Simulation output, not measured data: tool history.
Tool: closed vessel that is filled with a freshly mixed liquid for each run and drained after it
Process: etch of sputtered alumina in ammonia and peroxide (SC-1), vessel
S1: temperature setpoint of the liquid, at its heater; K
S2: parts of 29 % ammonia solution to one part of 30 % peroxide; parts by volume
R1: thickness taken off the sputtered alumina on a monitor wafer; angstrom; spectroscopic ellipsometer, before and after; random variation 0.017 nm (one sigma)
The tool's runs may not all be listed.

Run 1, hour 0.0: S1 325.15 K, S2 0.85 parts by volume, time in the liquid (s) 60. Result: R1 31.1450 angstrom.
Run 2, hour 5.9: S1 319.15 K, S2 0.85 parts by volume, time in the liquid (s) 60. Result: R1 22.3580 angstrom.
Run 3, hour 6.8: S1 312.65 K, S2 0.85 parts by volume, time in the liquid (s) 60. Result: R1 15.5840 angstrom.
Run 4, hour 8.8: S1 312.65 K, S2 0.85 parts by volume, time in the liquid (s) 40. Result: R1 10.1540 angstrom.
Run 5, hour 10.4: S1 315.15 K, S2 0.85 parts by volume, time in the liquid (s) 40. Result: R1 11.9290 angstrom.
Run 6, hour 12.6: S1 311.15 K, S2 0.85 parts by volume, time in the liquid (s) 40. Result: R1 9.4297 angstrom.
Run 7, hour 19.5: S1 313.65 K, S2 0.85 parts by volume, time in the liquid (s) 40. Result: R1 11.0640 angstrom.
Run 8, hour 24.7: S1 315.65 K, S2 0.85 parts by volume, time in the liquid (s) 40. Result: R1 12.3350 angstrom.
Run 9, hour 29.4: S1 317.65 K, S2 0.85 parts by volume, time in the liquid (s) 40. Result: R1 13.5780 angstrom.

What will run 10 give?
Run 10, hour 36.4: S1 319.15 K, S2 0.85 parts by volume, time in the liquid (s) 40. Result: R1 ?.

{"run 10": {"R1": 14.943}}
